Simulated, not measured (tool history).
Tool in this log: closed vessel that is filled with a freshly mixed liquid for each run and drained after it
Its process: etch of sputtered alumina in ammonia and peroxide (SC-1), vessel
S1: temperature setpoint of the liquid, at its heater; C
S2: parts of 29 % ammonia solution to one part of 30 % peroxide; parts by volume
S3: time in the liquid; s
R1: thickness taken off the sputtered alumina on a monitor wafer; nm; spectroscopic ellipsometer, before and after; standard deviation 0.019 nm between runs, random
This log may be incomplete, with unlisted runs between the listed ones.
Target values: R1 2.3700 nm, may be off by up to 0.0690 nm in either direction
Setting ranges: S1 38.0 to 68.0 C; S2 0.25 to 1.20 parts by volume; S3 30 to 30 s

{"run": 1, "hour": 0.0, "S1": 52.0, "S2": 0.95, "S3": 30, "R1": 3.0646}
{"run": 2, "hour": 4.0, "S1": 52.0, "S2": 0.8, "S3": 30, "R1": 2.9983}
{"run": 3, "hour": 12.5, "S1": 51.5, "S2": 0.8, "S3": 30, "R1": 2.9185}
{"run": 4, "hour": 17.0, "S1": 51.0, "S2": 0.8, "S3": 30, "R1": 2.8565}
{"run": 5, "hour": 24.0, "S1": 51.0, "S2": 0.7, "S3": 30, "R1": 2.7669}
{"run": 6, "hour": 26.3, "S1": 50.5, "S2": 0.7, "S3": 30, "R1": 2.7084}
{"run": 7, "hour": 28.1, "S1": 50.0, "S2": 0.7, "S3": 30, "R1": 2.6845}
{"run": 8, "hour": 33.3, "S1": 49.5, "S2": 0.7, "S3": 30, "R1": 2.5455}
{"run": 9, "hour": 35.2, "S1": 49.0, "S2": 0.7, "S3": 30, "R1": 2.5333}

Pick the move, out of 4, that brings all results within their allowed miss; only one does.
{"run": "A", "hour": 37.1, "S1": 47.5, "S2": 0.85, "S3": 30, "R1": "?"}
{"run": "B", "hour": 37.1, "S1": 49.0, "S2": 0.9, "S3": 30, "R1": "?"}
{"run": "C", "hour": 37.1, "S1": 49.5, "S2": 0.55, "S3": 30, "R1": "?"}
{"run": "D", "hour": 37.1, "S1": 51.0, "S2": 0.8, "S3": 30, "R1": "?"}

move=A R1=2.3718
move=B R1=2.5925
move=C R1=2.5429
move=D R1=2.8616
A: every result within its allowed miss
B: moves away from the targets compared with the last run
C: moves away from the targets compared with the last run
D: moves away from the targets compared with the last run
A meets every target.

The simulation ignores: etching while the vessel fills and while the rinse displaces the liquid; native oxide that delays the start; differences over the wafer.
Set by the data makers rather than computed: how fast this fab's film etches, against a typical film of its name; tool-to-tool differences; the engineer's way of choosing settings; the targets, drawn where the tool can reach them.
